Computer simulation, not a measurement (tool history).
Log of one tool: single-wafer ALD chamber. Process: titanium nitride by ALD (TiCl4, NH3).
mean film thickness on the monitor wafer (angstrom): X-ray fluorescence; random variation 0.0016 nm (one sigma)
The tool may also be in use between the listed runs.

run	hour	heater temperature setpoint (°C)	number of ALD cycles (cycles)	NH3 pulse time (s)	mean film thickness on the monitor wafer (angstrom)
1	0	400	36	1.46	7.2465
2	4.7	399	36	1.38	7.2688
3	8.3	399	36	1.7	7.3353
4	14.4	404	36	1.7	7.3303
5	18.1	404	36	1.7	7.3591
6	19.6	398	36	1.7	7.3195
7	20.4	396	36	1.57	7.2983

The next listed run, before its measurement:
8	25.7	395	36	1.44	?

Run 8 gave mean film thickness on the monitor wafer (angstrom) 7.206.

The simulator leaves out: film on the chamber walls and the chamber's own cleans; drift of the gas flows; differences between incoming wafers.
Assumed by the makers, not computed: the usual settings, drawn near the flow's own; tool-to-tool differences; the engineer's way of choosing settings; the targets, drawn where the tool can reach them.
